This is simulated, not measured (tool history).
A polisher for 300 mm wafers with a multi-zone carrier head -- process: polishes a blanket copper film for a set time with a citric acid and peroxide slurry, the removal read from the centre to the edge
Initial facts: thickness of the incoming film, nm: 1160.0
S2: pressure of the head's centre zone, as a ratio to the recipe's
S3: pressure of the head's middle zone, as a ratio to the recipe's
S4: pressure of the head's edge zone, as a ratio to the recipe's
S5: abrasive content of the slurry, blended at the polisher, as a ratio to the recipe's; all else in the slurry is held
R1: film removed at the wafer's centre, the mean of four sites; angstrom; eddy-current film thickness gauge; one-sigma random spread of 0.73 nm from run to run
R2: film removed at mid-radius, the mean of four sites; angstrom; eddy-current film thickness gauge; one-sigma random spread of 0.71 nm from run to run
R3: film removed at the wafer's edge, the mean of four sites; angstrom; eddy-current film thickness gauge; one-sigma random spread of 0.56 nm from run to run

{"run": 1, "day": 0.0, "flow of slurry (ml/min)": 125, "S2": 1.0, "S3": 1.0, "S4": 1.0, "S5": 1.0, "polishing time (s)": 40, "R1": 1110.3, "R2": 1072.8, "R3": 1078.2}
{"run": 2, "day": 0.096, "flow of slurry (ml/min)": 125, "S2": 1.01, "S3": 1.01, "S4": 0.95, "S5": 0.85, "polishing time (s)": 34, "R1": 918.06, "R2": 878.66, "R3": 851.19}
{"run": 3, "day": 0.133, "flow of slurry (ml/min)": 120, "S2": 1.01, "S3": 1.02, "S4": 0.91, "S5": 0.75, "polishing time (s)": 32, "R1": 829.21, "R2": 805.05, "R3": 781.96}
{"run": 4, "day": 0.242, "flow of slurry (ml/min)": 120, "S2": 1.05, "S3": 1.02, "S4": 0.91, "S5": 0.75, "polishing time (s)": 32, "R1": 851.03, "R2": 813.04, "R3": 767.06}
{"run": 5, "day": 0.358, "flow of slurry (ml/min)": 120, "S2": 1.05, "S3": 1.02, "S4": 0.87, "S5": 0.75, "polishing time (s)": 32, "R1": 858.38, "R2": 806.02, "R3": 766.78}
{"run": 6, "day": 0.629, "flow of slurry (ml/min)": 115, "S2": 1.06, "S3": 1.04, "S4": 0.86, "S5": 0.65, "polishing time (s)": 30, "R1": 770.26, "R2": 754.55, "R3": 686.32}

Run 7, settings as shown, results not yet in. Your forecast:
{"run": 7, "day": 0.704, "flow of slurry (ml/min)": 105, "S2": 1.08, "S3": 1.04, "S4": 0.85, "S5": 0.6, "polishing time (s)": 29, "R1": "?", "R2": "?", "R3": "?"}

R1: 733.78 angstrom
R2: 692.06 angstrom
R3: 639.36 angstrom
